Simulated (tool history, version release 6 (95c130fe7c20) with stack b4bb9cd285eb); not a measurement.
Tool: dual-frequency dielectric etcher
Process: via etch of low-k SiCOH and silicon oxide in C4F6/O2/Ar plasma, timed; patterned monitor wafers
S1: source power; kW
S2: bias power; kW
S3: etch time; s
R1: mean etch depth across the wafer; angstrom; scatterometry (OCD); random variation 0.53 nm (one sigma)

run  hour    S1     S2    S3      R1
  1     0  0.31  0.224    39  823.54
  2   1.1  0.33  0.229    39  855.75
  3   9.2  0.34  0.232    39  859.62
  4  10.6  0.34  0.232  35.5   788.8
  5  17.9  0.39  0.232  35.5  825.04
  6  18.6  0.37  0.232  35.5  803.92
  7  21.5  0.37   0.25    36     845
  8  22.1  0.38  0.261  36.5  886.16
  9  27.3  0.39  0.265  36.5  884.52

Forecast run 10:
 10  35.6  0.39  0.271  36.5   ?

{"run 10": {"R1": 903.47}}
